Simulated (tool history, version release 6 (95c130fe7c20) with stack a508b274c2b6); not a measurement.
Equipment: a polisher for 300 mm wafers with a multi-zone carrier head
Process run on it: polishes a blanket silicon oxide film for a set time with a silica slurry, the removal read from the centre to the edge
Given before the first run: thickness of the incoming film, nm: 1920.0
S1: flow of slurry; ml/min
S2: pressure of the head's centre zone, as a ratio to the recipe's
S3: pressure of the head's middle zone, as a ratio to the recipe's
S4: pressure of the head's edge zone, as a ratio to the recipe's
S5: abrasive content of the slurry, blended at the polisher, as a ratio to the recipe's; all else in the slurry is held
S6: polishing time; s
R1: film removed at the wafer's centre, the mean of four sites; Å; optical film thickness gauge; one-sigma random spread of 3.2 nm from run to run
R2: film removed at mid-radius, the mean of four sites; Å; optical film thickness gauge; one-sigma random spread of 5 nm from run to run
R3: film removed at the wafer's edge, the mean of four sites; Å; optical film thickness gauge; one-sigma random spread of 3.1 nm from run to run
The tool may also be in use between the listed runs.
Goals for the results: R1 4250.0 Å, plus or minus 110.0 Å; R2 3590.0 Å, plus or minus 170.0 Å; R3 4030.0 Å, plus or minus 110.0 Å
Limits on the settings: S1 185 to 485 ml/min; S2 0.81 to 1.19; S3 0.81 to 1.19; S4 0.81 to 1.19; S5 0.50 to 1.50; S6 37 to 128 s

Run 1, hour 0.0: S1 310 ml/min, S2 1.00, S3 1.00, S4 1.00, S5 1.00, S6 82 s. Result: R1 2800.4 Å, R2 2771.6 Å, R3 2782.4 Å.
Run 2, hour 1.8: S1 310 ml/min, S2 0.92, S3 1.00, S4 1.00, S5 1.00, S6 82 s. Result: R1 2583.7 Å, R2 2733.3 Å, R3 2744.4 Å.
Run 3, hour 3.0: S1 315 ml/min, S2 0.96, S3 0.99, S4 1.03, S5 1.10, S6 82 s. Result: R1 2825.7 Å, R2 2859.8 Å, R3 2931.0 Å.
Run 4, hour 11.9: S1 315 ml/min, S2 0.96, S3 1.05, S4 1.03, S5 1.10, S6 82 s. Result: R1 2834.8 Å, R2 3044.1 Å, R3 2902.8 Å.
Run 5, hour 18.6: S1 320 ml/min, S2 0.98, S3 1.03, S4 1.05, S5 1.15, S6 83 s. Result: R1 2934.5 Å, R2 3049.9 Å, R3 2988.1 Å.
Run 6, hour 24.1: S1 320 ml/min, S2 1.00, S3 1.01, S4 1.06, S5 1.20, S6 85 s. Result: R1 3152.7 Å, R2 3146.3 Å, R3 3219.1 Å.
Run 7, hour 28.6: S1 320 ml/min, S2 1.03, S3 1.01, S4 1.07, S5 1.25, S6 85 s. Result: R1 3306.0 Å, R2 3136.8 Å, R3 3279.2 Å.
Run 8, hour 30.6: S1 325 ml/min, S2 1.04, S3 1.01, S4 1.08, S5 1.30, S6 86 s. Result: R1 3415.9 Å, R2 3258.9 Å, R3 3397.5 Å.
Run 9, hour 36.2: S1 345 ml/min, S2 1.14, S3 0.95, S4 1.18, S5 1.50, S6 90 s. Result: R1 4147.2 Å, R2 3566.5 Å, R3 3898.9 Å.

Below are 5 possible settings for the next run. Only one of them brings all results inside the allowed miss of their targets. Which is it?
Run A, hour 41.8: S1 350 ml/min, S2 1.13, S3 1.03, S4 1.15, S5 1.35, S6 91 s. Result: R1 ?, R2 ?, R3 ?.
Run B, hour 41.8: S1 365 ml/min, S2 1.15, S3 1.04, S4 1.14, S5 1.45, S6 88 s. Result: R1 ?, R2 ?, R3 ?.
Run C, hour 41.8: S1 340 ml/min, S2 1.09, S3 0.93, S4 1.12, S5 1.45, S6 96 s. Result: R1 ?, R2 ?, R3 ?.
Run D, hour 41.8: S1 385 ml/min, S2 1.11, S3 0.99, S4 1.10, S5 1.50, S6 88 s. Result: R1 ?, R2 ?, R3 ?.
Run E, hour 41.8: S1 350 ml/min, S2 1.08, S3 1.06, S4 1.15, S5 1.30, S6 96 s. Result: R1 ?, R2 ?, R3 ?.

move      R1      R2      R3
   A  4042.1  3586.2  3776.5
   B  4107.6  3607.4  3746.3
   C  4201.5  3551.9  4029.6
   D  4037.7  3524.6  3743.9
   E  4017.2  3822.7  3925.9
A: further off than the last run
B: further off than the last run
C: all results land within tolerance of their targets
D: further off than the last run
E: brings the last run's worst result on target, with another outside its allowed miss
C meets every target.
